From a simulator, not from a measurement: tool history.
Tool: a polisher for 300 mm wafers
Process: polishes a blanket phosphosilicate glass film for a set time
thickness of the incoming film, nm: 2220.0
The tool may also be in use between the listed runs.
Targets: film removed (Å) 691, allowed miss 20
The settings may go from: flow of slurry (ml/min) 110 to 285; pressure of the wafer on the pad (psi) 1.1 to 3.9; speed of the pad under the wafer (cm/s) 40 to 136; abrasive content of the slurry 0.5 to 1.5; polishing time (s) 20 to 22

run	hour	flow of slurry (ml/min)	pressure of the wafer on the pad (psi)	speed of the pad under the wafer (cm/s)	abrasive content of the slurry	polishing time (s)	film removed (Å)
1	0	180	2.5	88	1	22	1316.4
2	2.5	175	2.3	86	1	22	1181.5
3	3.6	170	2.1	86	1	22	1098.8
4	9.7	170	1.9	84	1	22	955.54
5	16.5	170	1.9	92	1	22	1019.1
6	19.2	145	1.9	92	1	22	1002
7	24.7	145	1.8	92	1	22	965.15
8	31.2	145	1.7	92	1	22	897.95
9	34.4	140	1.6	92	1	22	852.49
10	43	140	1.5	92	1	22	802.55

4 next moves are on the table. One of them brings every result within its allowed miss. Which?
A	51.6	215	1.5	82	1.15	20	?
B	51.6	190	1.8	96	1	21	?
C	51.6	110	2.1	90	1.2	21	?
D	51.6	160	1.4	90	1	20	?

move	film removed (Å)
A	729.18
B	978.65
C	1022.1
D	678.27
A: nearer than the last run, and not there yet
B: further off than the last run
C: further off than the last run
D: meets every target
Move D is the one to make.
